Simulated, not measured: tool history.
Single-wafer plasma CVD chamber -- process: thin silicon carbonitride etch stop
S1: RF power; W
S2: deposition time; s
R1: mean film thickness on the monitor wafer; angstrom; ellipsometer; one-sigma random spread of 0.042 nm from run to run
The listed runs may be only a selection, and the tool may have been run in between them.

run	day	S1	S2	R1
1	0.000	160	23.3	136.05
2	0.146	160	25.7	149.46
3	0.271	155	24.7	142.23
4	0.467	170	24.7	147.70
5	0.821	170	22.6	135.01
6	0.967	165	22.1	130.93

Forecast run 7:
7	1.296	160	21.6	?

Run 7 yielded R1 125.51 angstrom.
